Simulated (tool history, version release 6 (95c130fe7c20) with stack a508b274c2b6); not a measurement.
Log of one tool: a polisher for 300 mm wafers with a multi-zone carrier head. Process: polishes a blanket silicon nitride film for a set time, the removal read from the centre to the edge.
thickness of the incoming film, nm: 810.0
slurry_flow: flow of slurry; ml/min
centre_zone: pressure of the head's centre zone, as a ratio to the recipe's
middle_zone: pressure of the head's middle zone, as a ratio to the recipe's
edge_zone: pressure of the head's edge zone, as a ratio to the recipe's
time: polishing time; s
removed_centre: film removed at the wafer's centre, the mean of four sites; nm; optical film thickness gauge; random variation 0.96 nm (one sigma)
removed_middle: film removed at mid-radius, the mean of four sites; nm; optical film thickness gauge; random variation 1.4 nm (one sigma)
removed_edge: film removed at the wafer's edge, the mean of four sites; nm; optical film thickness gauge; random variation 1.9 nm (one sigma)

run  hour  slurry_flow  centre_zone  middle_zone  edge_zone  time  removed_centre  removed_middle  removed_edge
  1     0          305            1            1          1    85          155.23          156.65        152.57
  2   4.5          300         0.98         0.95       0.99    84          151.88          145.83        149.16
  3    11          300         0.98         0.95       0.95    84          151.12          146.44        144.82
  4  19.8          300         0.98         0.95       0.95    93          166.56          159.25        156.52
  5  23.6          300         0.98         1.02       0.95    93          168.25           174.9        163.61
  6  29.7          300         0.98         1.02       0.88    93          167.03          170.43        152.94
  7  36.3          245         0.89         0.92       0.93    82           130.4          137.89        136.52

Run 8 comes next. What will it give?
  8  39.2          250          0.9         0.89       0.95    82               ?               ?             ?

Run 8 gave removed_centre 132.65 nm, removed_middle 131.51 nm, removed_edge 140.25 nm.
